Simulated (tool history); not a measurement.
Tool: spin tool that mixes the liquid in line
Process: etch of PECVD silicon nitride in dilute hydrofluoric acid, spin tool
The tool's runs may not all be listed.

run  hour  temperature setpoint of the liquid (C)  parts of water to one part of 49 % hydrofluoric acid (parts by volume)  time under the liquid (s)  thickness taken off the PECVD silicon nitride on a monitor wafer (angstrom)
  1     0                                      22                                                                     105                         60                                                                       9.9912
  2   4.6                                      22                                                                     105                         40                                                                       6.6954
  3  12.5                                    23.5                                                                     105                         40                                                                       7.4157
  4  20.4                                    22.5                                                                     105                         40                                                                       6.8181
  5  26.3                                    22.5                                                                     105                         60                                                                       10.268
  6  27.3                                    22.5                                                                     105                         60                                                                       10.328
  7  36.3                                      21                                                                     110                         60                                                                       9.0287

The next listed run, before its measurement:
  8  40.4                                      17                                                                     120                         60                                                                            ?

Run 8 gave thickness taken off the PECVD silicon nitride on a monitor wafer (angstrom) 6.2223.

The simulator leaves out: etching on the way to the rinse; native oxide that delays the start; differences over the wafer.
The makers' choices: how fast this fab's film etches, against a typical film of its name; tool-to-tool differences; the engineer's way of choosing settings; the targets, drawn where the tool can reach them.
